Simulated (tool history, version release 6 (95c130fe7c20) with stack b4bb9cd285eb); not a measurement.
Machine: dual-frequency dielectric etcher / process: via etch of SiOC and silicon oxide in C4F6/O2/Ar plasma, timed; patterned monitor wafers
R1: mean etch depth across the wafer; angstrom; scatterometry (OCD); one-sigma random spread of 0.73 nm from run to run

run 1 hour=0 | source_power_(kW)=0.37 bias_power_(kW)=0.133 etch_time_(s)=116 | R1=1235.8
run 2 hour=4.5 | source_power_(kW)=0.42 bias_power_(kW)=0.133 etch_time_(s)=116 | R1=1288.1
run 3 hour=9.6 | source_power_(kW)=0.45 bias_power_(kW)=0.133 etch_time_(s)=116 | R1=1305.7
run 4 hour=13.9 | source_power_(kW)=0.45 bias_power_(kW)=0.133 etch_time_(s)=121 | R1=1372.2
run 5 hour=17.8 | source_power_(kW)=0.41 bias_power_(kW)=0.12 etch_time_(s)=120 | R1=1284.6
run 6 hour=20.5 | source_power_(kW)=0.39 bias_power_(kW)=0.11 etch_time_(s)=119 | R1=1237.4

For run 7, what comes out?
run 7 hour=26.7 | source_power_(kW)=0.36 bias_power_(kW)=0.103 etch_time_(s)=118.5 | R1=?

R1: 1180.5 angstrom
